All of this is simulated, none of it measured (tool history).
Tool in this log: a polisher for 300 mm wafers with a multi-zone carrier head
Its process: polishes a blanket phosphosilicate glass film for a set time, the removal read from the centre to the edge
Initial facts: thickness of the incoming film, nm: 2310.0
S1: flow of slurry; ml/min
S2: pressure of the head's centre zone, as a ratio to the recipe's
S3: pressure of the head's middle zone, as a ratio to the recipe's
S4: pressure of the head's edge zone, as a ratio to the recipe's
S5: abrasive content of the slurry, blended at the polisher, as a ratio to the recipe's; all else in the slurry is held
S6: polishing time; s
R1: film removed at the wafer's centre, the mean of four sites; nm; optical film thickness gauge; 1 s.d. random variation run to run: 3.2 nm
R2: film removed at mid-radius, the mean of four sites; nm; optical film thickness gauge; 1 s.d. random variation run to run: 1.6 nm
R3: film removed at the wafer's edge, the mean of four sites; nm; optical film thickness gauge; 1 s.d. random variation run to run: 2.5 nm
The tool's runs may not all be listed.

run 1 day=0 | S1=180 S2=1 S3=1 S4=1 S5=1 S6=35 | R1=236.12 R2=241.75 R3=242.56
run 2 day=0.042 | S1=180 S2=1.05 S3=1 S4=1 S5=1 S6=35 | R1=255.32 R2=235.6 R3=243
run 3 day=0.104 | S1=180 S2=1.05 S3=1.08 S4=1 S5=1 S6=35 | R1=252.67 R2=253.84 R3=239.79
run 4 day=0.475 | S1=180 S2=1.05 S3=1.08 S4=1 S5=1 S6=29 | R1=202.77 R2=211.4 R3=202.04
run 5 day=0.55 | S1=200 S2=1.09 S3=1.05 S4=1.06 S5=1.05 S6=29 | R1=225.01 R2=211.59 R3=216.71
run 6 day=0.892 | S1=215 S2=1.11 S3=1.03 S4=1.1 S5=1.05 S6=29 | R1=231.58 R2=208.4 R3=213.57
run 7 day=1.138 | S1=205 S2=1.12 S3=1 S4=1.11 S5=1.15 S6=29 | R1=234.47 R2=209.03 R3=226.27
run 8 day=1.254 | S1=210 S2=1.14 S3=0.98 S4=1.12 S5=1.2 S6=29 | R1=249.9 R2=211.91 R3=228.02

Run 9 has not been measured yet. What should we expect?
run 9 day=1.325 | S1=195 S2=1.13 S3=0.89 S4=1.19 S5=1.3 S6=30 | R1=? R2=? R3=?

R1: 260.62 nm
R2: 203.55 nm
R3: 250.93 nm

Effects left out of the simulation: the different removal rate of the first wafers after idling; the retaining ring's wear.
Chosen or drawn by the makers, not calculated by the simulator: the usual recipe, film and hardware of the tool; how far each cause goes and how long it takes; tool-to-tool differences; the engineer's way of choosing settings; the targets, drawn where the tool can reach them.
